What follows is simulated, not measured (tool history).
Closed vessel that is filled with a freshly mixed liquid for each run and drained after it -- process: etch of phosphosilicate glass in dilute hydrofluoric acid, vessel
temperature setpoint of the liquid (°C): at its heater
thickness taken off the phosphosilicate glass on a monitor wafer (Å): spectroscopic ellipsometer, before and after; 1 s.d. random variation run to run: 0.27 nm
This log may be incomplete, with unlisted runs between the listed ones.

run,day,temperature setpoint of the liquid (°C),parts of water to one part of 49 % hydrofluoric acid (parts by volume),time in the liquid (s),thickness taken off the phosphosilicate glass on a monitor wafer (Å)
1,0.000,22.0,155,30,196.03
2,0.038,24.5,155,30,211.72
3,0.221,24.5,125,30,279.07
4,0.462,21.0,125,30,239.08
5,0.742,21.5,125,30,245.81
6,0.958,19.0,125,30,221.21
7,1.033,20.0,125,30,230.10
8,1.392,20.5,125,30,234.37

Run 9 has not been measured yet. What should we expect?
9,1.625,21.0,125,30,?

{"run 9": {"thickness taken off the phosphosilicate glass on a monitor wafer (Å)": 239.37}}

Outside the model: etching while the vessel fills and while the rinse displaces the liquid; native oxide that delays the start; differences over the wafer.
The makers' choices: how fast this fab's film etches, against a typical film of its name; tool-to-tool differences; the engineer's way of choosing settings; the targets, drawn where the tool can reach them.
